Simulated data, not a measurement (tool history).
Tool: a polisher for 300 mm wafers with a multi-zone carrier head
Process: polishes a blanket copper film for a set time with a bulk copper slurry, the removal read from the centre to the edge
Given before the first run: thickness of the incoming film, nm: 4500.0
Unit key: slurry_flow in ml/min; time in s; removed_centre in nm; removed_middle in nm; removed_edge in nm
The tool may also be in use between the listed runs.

{"run": 1, "hour": 0.0, "slurry_flow": 130, "centre_zone": 1.0, "middle_zone": 1.0, "edge_zone": 1.0, "slurry_solids": 1.0, "time": 73, "removed_centre": 487.38, "removed_middle": 479.77, "removed_edge": 491.46}
{"run": 2, "hour": 0.7, "slurry_flow": 130, "centre_zone": 1.0, "middle_zone": 0.93, "edge_zone": 1.0, "slurry_solids": 1.0, "time": 73, "removed_centre": 490.8, "removed_middle": 455.81, "removed_edge": 495.01}
{"run": 3, "hour": 9.6, "slurry_flow": 155, "centre_zone": 1.0, "middle_zone": 0.93, "edge_zone": 1.0, "slurry_solids": 1.0, "time": 73, "removed_centre": 521.82, "removed_middle": 474.95, "removed_edge": 502.9}
{"run": 4, "hour": 17.4, "slurry_flow": 155, "centre_zone": 0.99, "middle_zone": 0.94, "edge_zone": 0.98, "slurry_solids": 0.95, "time": 71, "removed_centre": 491.18, "removed_middle": 458.57, "removed_edge": 476.4}
{"run": 5, "hour": 22.9, "slurry_flow": 125, "centre_zone": 0.99, "middle_zone": 0.94, "edge_zone": 0.98, "slurry_solids": 0.95, "time": 71, "removed_centre": 462.85, "removed_middle": 439.37, "removed_edge": 469.0}
{"run": 6, "hour": 31.2, "slurry_flow": 125, "centre_zone": 0.99, "middle_zone": 0.94, "edge_zone": 0.98, "slurry_solids": 0.8, "time": 71, "removed_centre": 443.34, "removed_middle": 420.4, "removed_edge": 453.0}
{"run": 7, "hour": 31.8, "slurry_flow": 130, "centre_zone": 0.99, "middle_zone": 0.96, "edge_zone": 0.96, "slurry_solids": 0.75, "time": 69, "removed_centre": 437.56, "removed_middle": 422.3, "removed_edge": 432.73}
{"run": 8, "hour": 38.5, "slurry_flow": 130, "centre_zone": 0.99, "middle_zone": 0.97, "edge_zone": 0.94, "slurry_solids": 0.7, "time": 68, "removed_centre": 441.09, "removed_middle": 414.91, "removed_edge": 419.73}
{"run": 9, "hour": 44.0, "slurry_flow": 130, "centre_zone": 0.98, "middle_zone": 0.98, "edge_zone": 0.92, "slurry_solids": 0.65, "time": 67, "removed_centre": 405.45, "removed_middle": 402.25, "removed_edge": 405.58}
{"run": 10, "hour": 47.5, "slurry_flow": 130, "centre_zone": 0.99, "middle_zone": 1.0, "edge_zone": 0.9, "slurry_solids": 0.65, "time": 66, "removed_centre": 397.48, "removed_middle": 404.45, "removed_edge": 390.39}
{"run": 11, "hour": 53.4, "slurry_flow": 125, "centre_zone": 1.0, "middle_zone": 1.01, "edge_zone": 0.89, "slurry_solids": 0.65, "time": 66, "removed_centre": 406.85, "removed_middle": 407.32, "removed_edge": 388.21}
{"run": 12, "hour": 55.8, "slurry_flow": 125, "centre_zone": 1.0, "middle_zone": 1.02, "edge_zone": 0.88, "slurry_solids": 0.65, "time": 65, "removed_centre": 404.57, "removed_middle": 401.35, "removed_edge": 375.3}
{"run": 13, "hour": 64.4, "slurry_flow": 120, "centre_zone": 1.0, "middle_zone": 1.03, "edge_zone": 0.87, "slurry_solids": 0.65, "time": 65, "removed_centre": 404.05, "removed_middle": 400.42, "removed_edge": 381.65}
{"run": 14, "hour": 71.6, "slurry_flow": 120, "centre_zone": 1.0, "middle_zone": 1.03, "edge_zone": 0.86, "slurry_solids": 0.65, "time": 64, "removed_centre": 399.89, "removed_middle": 393.83, "removed_edge": 366.03}
{"run": 15, "hour": 77.4, "slurry_flow": 115, "centre_zone": 1.0, "middle_zone": 1.04, "edge_zone": 0.85, "slurry_solids": 0.65, "time": 64, "removed_centre": 384.32, "removed_middle": 391.95, "removed_edge": 361.07}

Predict the results of run 16:
{"run": 16, "hour": 83.9, "slurry_flow": 115, "centre_zone": 1.0, "middle_zone": 1.04, "edge_zone": 0.85, "slurry_solids": 0.65, "time": 64, "removed_centre": "?", "removed_middle": "?", "removed_edge": "?"}

{"run 16": {"removed_centre": 388.95, "removed_middle": 394.36, "removed_edge": 360.65}}
